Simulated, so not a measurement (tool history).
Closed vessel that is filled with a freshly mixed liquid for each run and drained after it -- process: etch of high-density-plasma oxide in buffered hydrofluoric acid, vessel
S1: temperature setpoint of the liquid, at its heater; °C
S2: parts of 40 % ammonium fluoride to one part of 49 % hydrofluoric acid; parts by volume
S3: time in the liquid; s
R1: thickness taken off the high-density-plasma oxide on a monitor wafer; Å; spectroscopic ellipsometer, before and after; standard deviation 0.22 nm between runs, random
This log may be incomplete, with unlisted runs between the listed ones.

run	day	S1	S2	S3	R1
1	0	21	19.5	35	210.27
2	0.329	23	19.5	35	236.15
3	0.517	23	17.5	35	256.05
4	0.842	25.5	17.5	35	293.47
5	0.896	25.5	14.5	35	359.76
6	1.133	25	14.5	35	348.36

For run 7, what comes out?
7	1.233	24.5	14.5	35	?

Run 7 came out at R1 335.5 Å.
